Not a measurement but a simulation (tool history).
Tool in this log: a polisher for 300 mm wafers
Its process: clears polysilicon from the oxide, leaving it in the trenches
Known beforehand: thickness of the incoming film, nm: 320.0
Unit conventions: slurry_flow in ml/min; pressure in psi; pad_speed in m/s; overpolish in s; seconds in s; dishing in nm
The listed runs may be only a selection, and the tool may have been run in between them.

run	hour	slurry_flow	pressure	pad_speed	overpolish	seconds	dishing
1	0	270	2	0.96	11	35.636	46.021
2	7	270	1.8	0.94	9	38.542	38.944
3	13.5	285	1.5	0.96	7	43.033	31.054
4	15	285	1.5	1.06	7	40.539	33.907
5	20.5	250	1.5	1.06	7	39.845	33.775
6	29	300	1.5	1.06	7	39.753	33.151
7	30.5	335	1.3	1.08	6	44.44	29.329

Run 8 comes next. What will it give?
8	33.9	360	1.2	1.12	5	?	?

{"run 8": {"seconds": 45.548, "dishing": 23.28}}
